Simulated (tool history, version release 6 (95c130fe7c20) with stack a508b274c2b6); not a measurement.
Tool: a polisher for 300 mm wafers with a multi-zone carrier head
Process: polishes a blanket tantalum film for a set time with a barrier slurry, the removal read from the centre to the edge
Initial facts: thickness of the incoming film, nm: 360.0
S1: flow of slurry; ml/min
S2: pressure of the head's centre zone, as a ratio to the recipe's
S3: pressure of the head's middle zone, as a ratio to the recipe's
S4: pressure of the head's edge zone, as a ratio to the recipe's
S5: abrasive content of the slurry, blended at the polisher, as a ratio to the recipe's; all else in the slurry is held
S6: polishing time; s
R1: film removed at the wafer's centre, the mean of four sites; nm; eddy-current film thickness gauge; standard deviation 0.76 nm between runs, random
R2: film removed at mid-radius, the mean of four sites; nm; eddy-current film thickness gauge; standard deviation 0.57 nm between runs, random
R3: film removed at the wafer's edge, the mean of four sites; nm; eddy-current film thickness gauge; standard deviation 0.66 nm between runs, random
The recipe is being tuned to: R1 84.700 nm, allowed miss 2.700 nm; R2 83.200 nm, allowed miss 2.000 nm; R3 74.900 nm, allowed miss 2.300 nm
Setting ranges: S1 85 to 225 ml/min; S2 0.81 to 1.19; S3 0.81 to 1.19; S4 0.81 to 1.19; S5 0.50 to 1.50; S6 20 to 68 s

| run | hour | S1 | S2 | S3 | S4 | S5 | S6 | R1 | R2 | R3 |
|---|---|---|---|---|---|---|---|---|---|---|
| 1 | 0.0 | 145 | 1.00 | 1.00 | 1.00 | 1.00 | 44 | 113.040 | 111.850 | 109.260 |
| 2 | 5.3 | 145 | 1.00 | 1.00 | 1.00 | 0.90 | 44 | 109.060 | 107.260 | 105.960 |
| 3 | 9.2 | 145 | 1.00 | 1.00 | 0.98 | 0.85 | 43 | 103.540 | 102.860 | 99.365 |
| 4 | 17.0 | 140 | 1.00 | 1.00 | 0.96 | 0.80 | 43 | 99.898 | 97.240 | 94.385 |
| 5 | 19.4 | 135 | 1.00 | 1.00 | 0.94 | 0.80 | 43 | 97.875 | 96.966 | 94.168 |
| 6 | 23.8 | 135 | 1.00 | 1.00 | 0.94 | 0.80 | 36 | 82.825 | 82.626 | 79.464 |
| 7 | 25.1 | 135 | 1.01 | 1.00 | 0.93 | 0.80 | 36 | 83.056 | 81.250 | 78.493 |
| 8 | 31.3 | 135 | 1.01 | 1.01 | 0.92 | 0.80 | 36 | 83.494 | 83.599 | 77.329 |

Pick the move, out of 5, that brings all results within their allowed miss; only one does.
| A | 37.5 | 110 | 0.98 | 1.05 | 0.96 | 0.95 | 34 | ? | ? | ? |
| B | 37.5 | 150 | 1.06 | 0.98 | 0.93 | 0.80 | 36 | ? | ? | ? |
| C | 37.5 | 115 | 1.00 | 0.96 | 0.89 | 0.80 | 39 | ? | ? | ? |
| D | 37.5 | 145 | 1.14 | 1.04 | 0.98 | 0.60 | 40 | ? | ? | ? |
| E | 37.5 | 150 | 1.03 | 1.02 | 0.90 | 0.80 | 35 | ? | ? | ? |

| move | R1 | R2 | R3 |
|---|---|---|---|
| A | 77.090 | 83.928 | 77.574 |
| B | 87.962 | 83.073 | 78.557 |
| C | 84.687 | 84.073 | 80.401 |
| D | 88.364 | 81.296 | 75.278 |
| E | 83.103 | 83.384 | 75.190 |
A: the biggest miss grows against the last run
B: the biggest miss grows against the last run
C: the biggest miss grows against the last run
D: the worst result of the last run now meets its target, but another is out of spec
E: each result inside its tolerance
So the answer is move E, the one that meets all the targets.
